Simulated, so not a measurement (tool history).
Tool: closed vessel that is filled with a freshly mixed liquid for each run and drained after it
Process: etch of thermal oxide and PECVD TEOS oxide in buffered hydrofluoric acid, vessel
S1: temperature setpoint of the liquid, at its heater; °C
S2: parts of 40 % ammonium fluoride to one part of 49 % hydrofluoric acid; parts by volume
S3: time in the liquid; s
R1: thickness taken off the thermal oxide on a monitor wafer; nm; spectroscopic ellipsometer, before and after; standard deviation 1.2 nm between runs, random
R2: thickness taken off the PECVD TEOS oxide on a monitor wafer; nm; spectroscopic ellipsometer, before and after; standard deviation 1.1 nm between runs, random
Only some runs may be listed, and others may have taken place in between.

run	day	S1	S2	S3	R1	R2
1	0.000	24.0	11.0	60	64.587	83.745
2	0.258	24.0	8.0	60	84.892	110.200
3	0.312	22.0	8.0	60	76.697	98.905
4	0.446	20.5	8.0	60	70.088	91.234
5	0.612	22.5	8.0	60	78.770	101.750
6	0.729	21.0	8.0	60	73.009	93.814
7	0.796	22.5	7.5	60	84.503	110.100
8	1.050	26.5	7.0	60	113.480	145.790
9	1.379	27.0	7.0	60	116.050	148.270

Run 10 comes next. What will it give?
10	1.592	27.5	7.0	60	?	?

Run 10 yielded R1 117.900 nm, R2 155.490 nm.

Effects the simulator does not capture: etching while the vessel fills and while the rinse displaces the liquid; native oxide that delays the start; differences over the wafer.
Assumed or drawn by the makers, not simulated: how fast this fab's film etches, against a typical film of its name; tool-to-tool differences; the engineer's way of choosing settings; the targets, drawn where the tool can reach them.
